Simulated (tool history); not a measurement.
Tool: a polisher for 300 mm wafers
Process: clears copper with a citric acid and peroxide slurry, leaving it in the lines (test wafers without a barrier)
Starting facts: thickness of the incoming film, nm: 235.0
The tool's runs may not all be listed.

| run | hour | flow of slurry (ml/min) | pressure of the wafer on the pad (psi) | speed of the pad under the wafer (cm/s) | abrasive content of the slurry | overpolish time after the end point (s) | time until the end point was called (s) | dishing of a wide line in a test structure (angstrom) |
|---|---|---|---|---|---|---|---|---|
| 1 | 0 | 145 | 3.9 | 92 | 1 | 22 | 81.588 | 351.18 |
| 2 | 7.8 | 145 | 3.9 | 72 | 1 | 22 | 102.17 | 297.15 |
| 3 | 9.7 | 165 | 3.9 | 72 | 1 | 22 | 97.305 | 302.8 |
| 4 | 11.9 | 165 | 3.9 | 72 | 1 | 30 | 96.691 | 370.06 |
| 5 | 16.1 | 175 | 4.5 | 78 | 1 | 29 | 78.379 | 426.7 |
| 6 | 17.6 | 180 | 5 | 84 | 1 | 27 | 65.223 | 444.66 |
| 7 | 20.1 | 185 | 5.3 | 88 | 1 | 27 | 57.906 | 475.53 |
| 8 | 23 | 185 | 5.5 | 92 | 1 | 27 | 52.401 | 498.97 |

Estimate the outcome of run 9 from the log above:
|  | 27.3 | slurry nozzle cleaned |
| 9 | 27.3 | 185 | 5.7 | 94 | 1 | 27 | ? | ? |

Logged for run 9: time until the end point was called (s) 48.099, dishing of a wide line in a test structure (angstrom) 522.25.
